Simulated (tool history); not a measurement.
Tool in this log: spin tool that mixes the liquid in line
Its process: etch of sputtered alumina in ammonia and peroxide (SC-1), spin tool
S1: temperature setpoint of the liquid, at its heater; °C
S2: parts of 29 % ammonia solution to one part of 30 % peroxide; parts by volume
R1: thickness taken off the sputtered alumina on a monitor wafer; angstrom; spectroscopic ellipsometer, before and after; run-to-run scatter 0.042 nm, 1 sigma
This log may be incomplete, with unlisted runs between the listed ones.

{"run": 1, "hour": 0.0, "S1": 53, "S2": 0.85, "time under the liquid (s)": 45, "R1": 48.841}
{"run": 2, "hour": 1.5, "S1": 56.5, "S2": 0.85, "time under the liquid (s)": 45, "R1": 58.371}
{"run": 3, "hour": 9.8, "S1": 59, "S2": 0.85, "time under the liquid (s)": 45, "R1": 67.415}
{"run": 4, "hour": 16.9, "S1": 60.5, "S2": 0.85, "time under the liquid (s)": 45, "R1": 72.926}
{"run": 5, "hour": 21.3, "S1": 60.5, "S2": 1.1, "time under the liquid (s)": 45, "R1": 74.215}
{"run": 6, "hour": 25.4, "S1": 61.5, "S2": 1.1, "time under the liquid (s)": 45, "R1": 78.682}
{"run": 7, "hour": 26.6, "S1": 62, "S2": 1.1, "time under the liquid (s)": 45, "R1": 79.708}

Forecast run 8:
{"run": 8, "hour": 32.0, "S1": 62.5, "S2": 1.1, "time under the liquid (s)": 45, "R1": "?"}

R1: 81.497 angstrom
